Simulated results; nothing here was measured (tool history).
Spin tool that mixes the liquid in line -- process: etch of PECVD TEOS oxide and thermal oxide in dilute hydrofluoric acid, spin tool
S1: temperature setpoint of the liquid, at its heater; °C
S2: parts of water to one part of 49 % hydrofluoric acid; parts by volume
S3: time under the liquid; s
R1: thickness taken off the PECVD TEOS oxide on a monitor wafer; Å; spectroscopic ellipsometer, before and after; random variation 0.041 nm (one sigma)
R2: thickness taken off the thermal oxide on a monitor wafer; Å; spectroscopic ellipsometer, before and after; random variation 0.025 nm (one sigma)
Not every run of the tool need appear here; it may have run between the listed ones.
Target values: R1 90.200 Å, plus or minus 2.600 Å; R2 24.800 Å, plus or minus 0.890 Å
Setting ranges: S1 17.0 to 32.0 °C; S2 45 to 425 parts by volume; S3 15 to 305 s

| run | hour | S1 | S2 | S3 | R1 | R2 |
|---|---|---|---|---|---|---|
| 1 | 0.0 | 24.0 | 235 | 155 | 108.000 | 29.679 |
| 2 | 3.1 | 23.0 | 235 | 155 | 104.210 | 29.301 |
| 3 | 7.2 | 23.0 | 240 | 155 | 101.530 | 27.937 |
| 4 | 13.8 | 22.5 | 240 | 155 | 99.908 | 27.199 |
| 5 | 18.7 | 22.5 | 240 | 110 | 70.742 | 19.422 |
| 6 | 26.4 | 24.0 | 240 | 110 | 74.998 | 20.711 |
| 7 | 33.9 | 25.0 | 240 | 110 | 77.581 | 21.446 |
| 8 | 41.9 | 26.0 | 240 | 110 | 80.669 | 21.879 |
| 9 | 43.0 | 26.5 | 240 | 110 | 81.953 | 22.363 |

Which single option among these 5 for the next run brings every result within its allowed miss of target? Just one does.
| A | 44.1 | 26.5 | 180 | 85 | ? | ? |
| B | 44.1 | 30.0 | 345 | 185 | ? | ? |
| C | 44.1 | 23.0 | 220 | 115 | ? | ? |
| D | 44.1 | 32.0 | 215 | 95 | ? | ? |
| E | 44.1 | 26.0 | 235 | 110 | ? | ? |

| move | R1 | R2 |
|---|---|---|
| A | 90.581 | 24.949 |
| B | 96.487 | 26.576 |
| C | 84.414 | 23.250 |
| D | 98.443 | 27.115 |
| E | 82.913 | 22.837 |
A: all results land within tolerance of their targets
B: takes the biggest miss from the last run beyond its target
C: closes in on the targets versus the last run, not all within tolerance yet
D: takes the biggest miss from the last run beyond its target
E: closes in on the targets versus the last run, not all within tolerance yet
A is the move that brings every result within its allowed miss.

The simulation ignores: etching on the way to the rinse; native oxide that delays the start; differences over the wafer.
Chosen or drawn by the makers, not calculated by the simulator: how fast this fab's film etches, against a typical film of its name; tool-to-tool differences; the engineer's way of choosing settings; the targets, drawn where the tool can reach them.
